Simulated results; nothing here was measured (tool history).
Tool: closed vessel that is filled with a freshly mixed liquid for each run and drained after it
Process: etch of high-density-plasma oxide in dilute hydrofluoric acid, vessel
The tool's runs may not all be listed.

| run | day | temperature setpoint of the liquid (C) | parts of water to one part of 49 % hydrofluoric acid (parts by volume) | time in the liquid (s) | thickness taken off the high-density-plasma oxide on a monitor wafer (Å) |
|---|---|---|---|---|---|
| 1 | 0 | 22 | 55 | 95 | 142.41 |
| 2 | 0.042 | 24.5 | 50 | 95 | 177.52 |
| 3 | 0.325 | 24.5 | 60 | 95 | 144.81 |
| 4 | 0.35 | 26 | 55 | 95 | 167.87 |
| 5 | 0.596 | 27 | 50 | 95 | 193.25 |
| 6 | 0.967 | 27 | 50 | 100 | 202.55 |

Estimate the outcome of run 7 from the log above:
| 7 | 1.204 | 28 | 50 | 100 | ? |

{"run 7": {"thickness taken off the high-density-plasma oxide on a monitor wafer (Å)": 211.05}}

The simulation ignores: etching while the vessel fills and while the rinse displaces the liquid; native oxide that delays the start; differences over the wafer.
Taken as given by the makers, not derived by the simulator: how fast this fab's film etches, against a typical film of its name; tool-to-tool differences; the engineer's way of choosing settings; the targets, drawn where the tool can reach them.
